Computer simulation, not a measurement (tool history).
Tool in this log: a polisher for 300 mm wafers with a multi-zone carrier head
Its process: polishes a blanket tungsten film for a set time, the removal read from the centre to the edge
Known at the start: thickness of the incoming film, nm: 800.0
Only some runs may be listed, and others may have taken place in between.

run  hour  flow of slurry (ml/min)  pressure of the head's centre zone  pressure of the head's middle zone  pressure of the head's edge zone  abrasive content of the slurry  polishing time (s)  film removed at the wafer's centre (Å)  film removed at mid-radius (Å)  film removed at the wafer's edge (Å)
  1     0                      160                                   1                                   1                                 1                               1                  33                                  3204.8                            3294                                3227.2
  2   5.5                      160                                   1                                1.07                                 1                               1                  33                                  3236.8                          3602.6                                3238.4
  3  13.1                      200                                   1                                1.07                                 1                               1                  33                                  3355.5                          3617.3                                3370.3
  4  20.8                      195                                0.99                                1.06                              0.98                            0.95                  33                                    3292                          3644.3                                  3339
  5  24.9                      195                                1.03                                1.06                              0.98                            0.95                  33                                  3392.9                          3602.4                                3314.6
  6  27.4                      190                                1.03                                1.05                              0.97                             0.9                  33                                  3408.9                          3527.2                                3307.8
  7    30                      185                                1.03                                1.05                              0.96                             0.9                  33                                  3378.8                          3489.3                                3183.8
  8  35.9                      180                                1.02                                1.04                              0.95                            0.85                  33                                  3255.5                          3423.4                                3192.8
  9  42.9                      175                                1.02                                1.04                              0.94                            0.85                  33                                  3239.5                          3372.6                                3123.7

Run 10 has not been measured yet. What should we expect?
 10  49.7                      170                                1.01                                1.04                              0.93                            0.85                  33                                       ?                               ?                                     ?

film removed at the wafer's centre (Å): 3233.6
film removed at mid-radius (Å): 3428
film removed at the wafer's edge (Å): 3149.4
